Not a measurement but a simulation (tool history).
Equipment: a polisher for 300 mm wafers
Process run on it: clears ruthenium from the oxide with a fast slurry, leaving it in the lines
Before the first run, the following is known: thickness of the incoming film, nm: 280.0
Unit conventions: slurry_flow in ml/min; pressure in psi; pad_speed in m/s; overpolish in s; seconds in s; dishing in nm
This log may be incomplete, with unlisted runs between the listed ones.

{"run": 1, "hour": 0.0, "slurry_flow": 130, "pressure": 2.6, "pad_speed": 0.96, "slurry_solids": 1, "overpolish": 19, "seconds": 81.356, "dishing": 48.627}
{"run": 2, "hour": 4.8, "slurry_flow": 130, "pressure": 2.5, "pad_speed": 0.96, "slurry_solids": 1, "overpolish": 18, "seconds": 84.681, "dishing": 45.187}
{"run": 3, "hour": 9.9, "slurry_flow": 130, "pressure": 2.7, "pad_speed": 0.96, "slurry_solids": 1, "overpolish": 18, "seconds": 79.553, "dishing": 47.114}
{"run": 4, "hour": 16.6, "slurry_flow": 130, "pressure": 2.5, "pad_speed": 0.96, "slurry_solids": 1, "overpolish": 17, "seconds": 83.914, "dishing": 44.222}
{"run": 5, "hour": 19.7, "slurry_flow": 130, "pressure": 2.4, "pad_speed": 0.94, "slurry_solids": 1, "overpolish": 16, "seconds": 88.478, "dishing": 40.173}
{"run": 6, "hour": 23.4, "slurry_flow": 130, "pressure": 2.7, "pad_speed": 0.94, "slurry_solids": 1, "overpolish": 16, "seconds": 82.357, "dishing": 41.968}
{"run": 7, "hour": 28.9, "slurry_flow": 130, "pressure": 2.6, "pad_speed": 0.92, "slurry_solids": 1, "overpolish": 15, "seconds": 86.675, "dishing": 39.076}

Run 8 comes next. What will it give?
{"run": 8, "hour": 30.1, "slurry_flow": 130, "pressure": 2.5, "pad_speed": 0.92, "slurry_solids": 1, "overpolish": 14, "seconds": "?", "dishing": "?"}

seconds: 88.173 s
dishing: 36.742 nm
